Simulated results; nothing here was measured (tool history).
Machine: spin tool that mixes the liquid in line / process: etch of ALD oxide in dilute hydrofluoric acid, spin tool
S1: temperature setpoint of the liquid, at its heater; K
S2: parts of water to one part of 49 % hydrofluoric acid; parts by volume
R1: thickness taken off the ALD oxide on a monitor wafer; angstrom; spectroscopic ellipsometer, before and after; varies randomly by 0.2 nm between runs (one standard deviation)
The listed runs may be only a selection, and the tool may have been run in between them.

{"run": 1, "day": 0.0, "S1": 294.15, "S2": 200, "time under the liquid (s)": 280, "R1": 189.86}
{"run": 2, "day": 0.375, "S1": 296.15, "S2": 175, "time under the liquid (s)": 280, "R1": 236.95}
{"run": 3, "day": 0.525, "S1": 296.15, "S2": 240, "time under the liquid (s)": 280, "R1": 162.52}
{"run": 4, "day": 0.812, "S1": 296.15, "S2": 285, "time under the liquid (s)": 280, "R1": 130.25}
{"run": 5, "day": 1.012, "S1": 296.15, "S2": 285, "time under the liquid (s)": 305, "R1": 142.01}
{"run": 6, "day": 1.312, "S1": 296.15, "S2": 285, "time under the liquid (s)": 305, "R1": 143.82}
{"run": 7, "day": 1.558, "S1": 297.65, "S2": 240, "time under the liquid (s)": 305, "R1": 186.79}
{"run": 8, "day": 1.771, "S1": 297.65, "S2": 240, "time under the liquid (s)": 305, "R1": 186.47}
{"run": 9, "day": 2.112, "S1": 298.65, "S2": 200, "time under the liquid (s)": 305, "R1": 241.42}
{"run": 10, "day": 2.45, "S1": 299.65, "S2": 175, "time under the liquid (s)": 305, "R1": 294.67}
{"run": 11, "day": 2.596, "S1": 302.15, "S2": 115, "time under the liquid (s)": 305, "R1": 533.86}
{"run": 12, "day": 2.708, "S1": 301.15, "S2": 115, "time under the liquid (s)": 305, "R1": 514.68}
{"run": 13, "day": 2.746, "S1": 300.15, "S2": 115, "time under the liquid (s)": 305, "R1": 495.84}

What does the tool deliver on the next run?
{"run": 14, "day": 2.983, "S1": 299.15, "S2": 115, "time under the liquid (s)": 305, "R1": "?"}

R1: 475.92 angstrom

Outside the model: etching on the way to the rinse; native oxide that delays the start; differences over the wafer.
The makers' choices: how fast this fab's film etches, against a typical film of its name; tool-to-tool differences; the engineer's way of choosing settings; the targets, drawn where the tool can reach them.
